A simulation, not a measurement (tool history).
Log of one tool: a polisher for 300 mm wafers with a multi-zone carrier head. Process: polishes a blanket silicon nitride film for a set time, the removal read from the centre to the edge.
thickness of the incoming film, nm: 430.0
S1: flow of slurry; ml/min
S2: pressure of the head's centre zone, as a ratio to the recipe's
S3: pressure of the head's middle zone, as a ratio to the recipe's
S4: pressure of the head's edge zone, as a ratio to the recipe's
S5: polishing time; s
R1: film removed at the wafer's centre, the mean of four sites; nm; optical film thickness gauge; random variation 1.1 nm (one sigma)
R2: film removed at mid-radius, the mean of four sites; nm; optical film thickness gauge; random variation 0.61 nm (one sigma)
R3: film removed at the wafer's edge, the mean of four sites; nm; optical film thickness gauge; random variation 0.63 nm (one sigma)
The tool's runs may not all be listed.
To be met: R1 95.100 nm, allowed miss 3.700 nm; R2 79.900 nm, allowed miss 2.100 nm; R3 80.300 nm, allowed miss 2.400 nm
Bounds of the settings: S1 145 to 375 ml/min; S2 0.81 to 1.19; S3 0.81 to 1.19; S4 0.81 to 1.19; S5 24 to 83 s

| run | day | S1 | S2 | S3 | S4 | S5 | R1 | R2 | R3 |
|---|---|---|---|---|---|---|---|---|---|
| 1 | 0.000 | 240 | 1.00 | 1.00 | 1.00 | 53 | 63.410 | 61.705 | 62.347 |
| 2 | 0.317 | 260 | 1.06 | 1.02 | 1.04 | 56 | 73.429 | 66.723 | 65.820 |
| 3 | 0.571 | 260 | 1.13 | 1.02 | 1.04 | 56 | 77.665 | 67.610 | 67.501 |
| 4 | 0.708 | 235 | 1.13 | 1.02 | 1.04 | 56 | 76.767 | 66.491 | 66.040 |
| 5 | 0.942 | 235 | 1.17 | 1.02 | 1.04 | 56 | 78.939 | 67.001 | 66.332 |
| 6 | 1.217 | 235 | 1.17 | 1.02 | 1.08 | 56 | 80.807 | 65.670 | 67.225 |
| 7 | 1.421 | 255 | 1.16 | 1.04 | 1.11 | 58 | 85.395 | 70.267 | 71.809 |
| 8 | 1.567 | 275 | 1.15 | 1.06 | 1.14 | 59 | 85.434 | 73.960 | 73.582 |
| 9 | 1.629 | 290 | 1.16 | 1.06 | 1.16 | 60 | 88.028 | 74.875 | 74.829 |

Which of these 5 next moves meets every target?
| A | 1.692 | 375 | 1.19 | 1.16 | 1.04 | 61 | ? | ? | ? |
| B | 1.692 | 275 | 1.16 | 1.19 | 1.15 | 57 | ? | ? | ? |
| C | 1.692 | 325 | 1.19 | 1.08 | 1.19 | 62 | ? | ? | ? |
| D | 1.692 | 305 | 1.10 | 1.00 | 1.19 | 57 | ? | ? | ? |
| E | 1.692 | 375 | 1.19 | 1.16 | 1.00 | 61 | ? | ? | ? |

| move | R1 | R2 | R3 |
|---|---|---|---|
| A | 93.511 | 85.400 | 73.912 |
| B | 82.443 | 79.201 | 70.485 |
| C | 93.704 | 80.614 | 78.995 |
| D | 79.006 | 69.029 | 72.361 |
| E | 93.511 | 85.404 | 72.720 |
A: takes the result that was furthest off past its target
B: brings the result that was furthest off to its target, and leaves another outside
C: meets every target
D: further off than the last run
E: takes the result that was furthest off past its target
Move C is the one to make.
